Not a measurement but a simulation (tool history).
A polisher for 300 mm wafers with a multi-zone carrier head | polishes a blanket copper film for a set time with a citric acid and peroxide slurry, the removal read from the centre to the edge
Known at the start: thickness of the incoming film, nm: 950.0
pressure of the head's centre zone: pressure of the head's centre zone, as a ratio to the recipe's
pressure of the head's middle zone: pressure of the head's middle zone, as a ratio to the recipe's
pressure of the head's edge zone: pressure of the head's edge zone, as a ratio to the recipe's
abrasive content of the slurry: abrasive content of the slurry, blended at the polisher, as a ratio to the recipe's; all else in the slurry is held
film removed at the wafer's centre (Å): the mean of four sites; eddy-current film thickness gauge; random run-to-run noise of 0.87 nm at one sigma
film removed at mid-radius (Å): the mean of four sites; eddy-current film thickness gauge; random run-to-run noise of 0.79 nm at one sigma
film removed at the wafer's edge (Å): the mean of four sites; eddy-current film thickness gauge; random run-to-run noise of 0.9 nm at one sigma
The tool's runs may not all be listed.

run	hour	flow of slurry (ml/min)	pressure of the head's centre zone	pressure of the head's middle zone	pressure of the head's edge zone	abrasive content of the slurry	polishing time (s)	film removed at the wafer's centre (Å)	film removed at mid-radius (Å)	film removed at the wafer's edge (Å)
1	0.0	300	1.00	1.00	1.00	1.00	73	1747.70	1714.80	1693.10
2	8.8	300	1.00	1.05	1.00	1.00	73	1710.60	1790.00	1721.00
3	10.4	260	0.94	0.99	0.98	0.85	59	1258.70	1278.00	1293.90
4	17.4	250	0.90	0.97	0.95	0.75	51	968.37	1037.10	1056.50
5	25.0	250	0.89	0.94	0.91	0.65	49	885.42	940.88	965.01
6	30.5	250	0.88	0.92	0.88	0.60	47	814.11	850.87	869.73
7	33.9	250	0.86	0.90	0.86	0.60	47	806.36	844.48	865.79
8	40.6	245	0.85	0.88	0.85	0.60	47	788.36	814.75	863.89
9	46.6	245	0.85	0.88	0.84	0.55	47	768.00	802.50	842.09
10	51.3	245	0.85	0.88	0.83	0.55	47	765.90	812.47	828.18
# hour 56.0: worn pad replaced by a new one
11	56.0	245	0.85	0.88	0.83	0.55	47	847.20	871.21	886.09

Estimate the outcome of run 12 from the log above:
12	60.1	235	0.81	0.84	0.82	0.50	40	?	?	?

{"run 12": {"film removed at the wafer's centre (Å)": 642.42, "film removed at mid-radius (Å)": 682.31, "film removed at the wafer's edge (Å)": 721.7}}
